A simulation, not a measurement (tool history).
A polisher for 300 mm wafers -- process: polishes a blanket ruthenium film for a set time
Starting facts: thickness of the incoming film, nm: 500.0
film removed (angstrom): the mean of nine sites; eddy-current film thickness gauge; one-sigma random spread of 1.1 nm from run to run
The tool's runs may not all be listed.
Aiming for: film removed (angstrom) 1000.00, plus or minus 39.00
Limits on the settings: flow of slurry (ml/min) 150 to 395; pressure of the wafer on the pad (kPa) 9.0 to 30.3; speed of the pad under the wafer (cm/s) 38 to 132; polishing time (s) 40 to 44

run  hour  flow of slurry (ml/min)  pressure of the wafer on the pad (kPa)  speed of the pad under the wafer (cm/s)  polishing time (s)  film removed (angstrom)
  1   0.0                      250                                    19.3                                       84                  44                   517.92
  2   5.2                      250                                    20.7                                       86                  44                   549.66
  3  11.6                      250                                    22.1                                       88                  44                   614.67
  4  20.5                      250                                    23.4                                       90                  44                   661.82
  5  26.0                      250                                    24.8                                       92                  44                   717.69
  6  26.9                      250                                    24.8                                       92                  44                   709.68
  7  35.6                      250                                    24.8                                       92                  44                   723.70
  8  41.0                      250                                    25.5                                       92                  44                   730.80
  9  45.1                      250                                    26.2                                       94                  44                   766.57
 10  53.4                      250                                    26.9                                       96                  44                   800.59
 11  58.9                      250                                    27.6                                       98                  44                   834.47
 12  64.5                      250                                    28.3                                      100                  44                   866.00
 13  72.0                      250                                    28.3                                      102                  44                   896.32
 14  80.2                      250                                    29.6                                      104                  44                   946.88

Exercise: of the 5 proposed moves below, exactly one satisfies all targets within the stated allowed misses. Which move is it?
  A  88.4                      355                                    30.3                                      106                  43                        ?
  B  88.4                      235                                    29.0                                      102                  44                        ?
  C  88.4                      310                                    22.1                                      130                  44                        ?
  D  88.4                      175                                    29.6                                      108                  42                        ?
  E  88.4                      220                                    30.3                                       96                  44                        ?

move  film removed (angstrom)
   A                   987.21
   B                   903.29
   C                   895.52
   D                   911.67
   E                   886.75
A: all results in spec
B: its largest miss is bigger than the last run's
C: its largest miss is bigger than the last run's
D: its largest miss is bigger than the last run's
E: its largest miss is bigger than the last run's
Correct choice: A, which meets every target
